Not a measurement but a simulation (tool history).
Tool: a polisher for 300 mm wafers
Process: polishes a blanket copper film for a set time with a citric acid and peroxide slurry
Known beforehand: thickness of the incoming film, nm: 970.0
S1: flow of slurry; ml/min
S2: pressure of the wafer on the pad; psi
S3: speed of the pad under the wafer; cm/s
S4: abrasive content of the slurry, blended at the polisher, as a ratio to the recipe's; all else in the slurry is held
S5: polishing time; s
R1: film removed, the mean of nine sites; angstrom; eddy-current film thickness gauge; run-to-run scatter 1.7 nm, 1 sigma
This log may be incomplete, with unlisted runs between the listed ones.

run  hour   S1   S2  S3   S4  S5      R1
  1   0.0  300  2.8  86  1.0  42  677.42
  2   2.7  300  2.4  86  1.0  42  583.33
  3   8.4  225  2.4  86  1.0  42  566.88
  4  12.1  225  3.0  86  1.0  42  706.07
  5  17.6  225  2.5  86  1.0  42  595.98
  6  18.4  225  2.8  86  1.0  42  648.72

Run 7, settings as shown, results not yet in. Your forecast:
  7  19.9  225  3.1  86  1.0  42   ?

For run 7 the tool returned R1 732.51 angstrom.
